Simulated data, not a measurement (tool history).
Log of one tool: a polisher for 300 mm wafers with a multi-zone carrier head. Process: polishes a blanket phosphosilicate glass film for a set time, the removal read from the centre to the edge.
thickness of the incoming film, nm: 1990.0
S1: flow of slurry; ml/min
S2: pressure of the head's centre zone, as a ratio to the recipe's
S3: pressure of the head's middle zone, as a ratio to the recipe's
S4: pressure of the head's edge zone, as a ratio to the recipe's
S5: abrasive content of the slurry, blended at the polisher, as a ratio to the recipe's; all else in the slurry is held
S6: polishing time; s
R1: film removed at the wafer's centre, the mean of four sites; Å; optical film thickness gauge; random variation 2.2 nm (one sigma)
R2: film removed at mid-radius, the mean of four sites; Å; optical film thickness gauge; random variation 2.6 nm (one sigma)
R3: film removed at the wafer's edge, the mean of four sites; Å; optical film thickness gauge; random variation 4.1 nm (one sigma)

run 1 hour=0 | S1=210 S2=1 S3=1 S4=1 S5=1 S6=68 | R1=4196.7 R2=4189.3 R3=4270.9
run 2 hour=4.4 | S1=210 S2=1 S3=1 S4=1.08 S5=1 S6=68 | R1=4169.5 R2=4196.7 R3=4395.7
run 3 hour=10 | S1=210 S2=1 S3=1 S4=1 S5=1 S6=68 | R1=4166.7 R2=4203.4 R3=4211.5
run 4 hour=14.9 | S1=210 S2=0.94 S3=1 S4=1 S5=1 S6=68 | R1=3881.2 R2=4161.1 R3=4223.2
run 5 hour=18.1 | S1=205 S2=0.93 S3=0.98 S4=0.98 S5=0.9 S6=67 | R1=3573.3 R2=3739.9 R3=3938.8
run 6 hour=24.4 | S1=205 S2=0.93 S3=0.9 S4=0.98 S5=0.9 S6=67 | R1=3554.3 R2=3544 R3=3799.4
run 7 hour=27.2 | S1=200 S2=0.92 S3=0.89 S4=0.96 S5=0.85 S6=67 | R1=3417.6 R2=3379.3 R3=3806.6
run 8 hour=34.5 | S1=220 S2=0.92 S3=0.89 S4=0.94 S5=0.8 S6=65 | R1=3306.2 R2=3265.5 R3=3545.7
run 9 hour=39.6 | S1=220 S2=0.92 S3=0.89 S4=0.94 S5=0.8 S6=65 | R1=3308.7 R2=3246.4 R3=3600.9
run 10 hour=40.8 | S1=220 S2=0.92 S3=0.89 S4=0.92 S5=0.75 S6=64 | R1=3143.7 R2=3079.4 R3=3426
run 11 hour=46.3 | S1=195 S2=0.9 S3=0.86 S4=0.82 S5=0.5 S6=62 | R1=2260.7 R2=2219.5 R3=2413.2
run 12 hour=48.7 | S1=205 S2=0.9 S3=0.86 S4=0.83 S5=0.5 S6=62 | R1=2302.1 R2=2233.4 R3=2437.7
run 13 hour=54 | S1=215 S2=0.9 S3=0.86 S4=0.84 S5=0.5 S6=62 | R1=2267 R2=2271.4 R3=2437.8

The next listed run, before its measurement:
run 14 hour=57.1 | S1=230 S2=0.97 S3=0.86 S4=0.94 S5=0.7 S6=62 | R1=? R2=? R3=?

Run 14 gave R1 3121.1 Å, R2 2846.2 Å, R3 3215.6 Å.

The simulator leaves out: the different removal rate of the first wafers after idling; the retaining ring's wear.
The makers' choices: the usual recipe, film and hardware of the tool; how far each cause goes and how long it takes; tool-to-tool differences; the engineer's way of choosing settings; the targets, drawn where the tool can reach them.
